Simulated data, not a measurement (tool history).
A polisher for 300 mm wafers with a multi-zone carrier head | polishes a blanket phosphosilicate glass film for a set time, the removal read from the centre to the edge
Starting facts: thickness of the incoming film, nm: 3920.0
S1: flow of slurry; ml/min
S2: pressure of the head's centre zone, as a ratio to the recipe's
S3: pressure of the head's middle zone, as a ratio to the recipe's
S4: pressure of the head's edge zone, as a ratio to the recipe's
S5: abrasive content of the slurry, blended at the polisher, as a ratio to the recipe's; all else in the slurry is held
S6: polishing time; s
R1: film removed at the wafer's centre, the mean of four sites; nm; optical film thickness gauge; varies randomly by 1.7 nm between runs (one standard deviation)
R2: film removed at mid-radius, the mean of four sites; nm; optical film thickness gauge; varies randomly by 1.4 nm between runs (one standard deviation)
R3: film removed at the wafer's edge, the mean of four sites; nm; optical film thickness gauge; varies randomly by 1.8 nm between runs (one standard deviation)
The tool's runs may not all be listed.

run 1 hour=0 | S1=195 S2=1 S3=1 S4=1 S5=1 S6=49 | R1=213.03 R2=214.55 R3=207.56
run 2 hour=8 | S1=195 S2=1 S3=1.07 S4=1 S5=1 S6=49 | R1=213.39 R2=222.25 R3=208.62
run 3 hour=10.6 | S1=195 S2=1 S3=1.07 S4=1 S5=1 S6=56 | R1=239.48 R2=256.81 R3=244.31
run 4 hour=14 | S1=145 S2=1 S3=1.07 S4=1 S5=1 S6=56 | R1=228.97 R2=244.14 R3=230.38
run 5 hour=15.9 | S1=145 S2=1 S3=1.07 S4=1 S5=0.8 S6=56 | R1=213.48 R2=219.53 R3=212.42
run 6 hour=19 | S1=175 S2=1 S3=1.07 S4=1 S5=0.8 S6=56 | R1=217.54 R2=225.64 R3=214.8
run 7 hour=26.1 | S1=170 S2=0.97 S3=1.07 S4=0.97 S5=0.7 S6=54 | R1=189.15 R2=206.38 R3=188.39
run 8 hour=33.6 | S1=165 S2=0.95 S3=1.03 S4=0.94 S5=0.65 S6=54 | R1=179.26 R2=194.1 R3=180
run 9 hour=38.5 | S1=165 S2=0.94 S3=1.02 S4=0.91 S5=0.6 S6=54 | R1=169.14 R2=180.43 R3=166.59
run 10 hour=43.9 | S1=160 S2=0.93 S3=1.01 S4=0.89 S5=0.6 S6=54 | R1=166.94 R2=179.06 R3=164.06

Run 11, settings as shown, results not yet in. Your forecast:
run 11 hour=44.5 | S1=155 S2=0.92 S3=1 S4=0.87 S5=0.6 S6=54 | R1=? R2=? R3=?

{"run 11": {"R1": 162.89, "R2": 174.22, "R3": 165.57}}
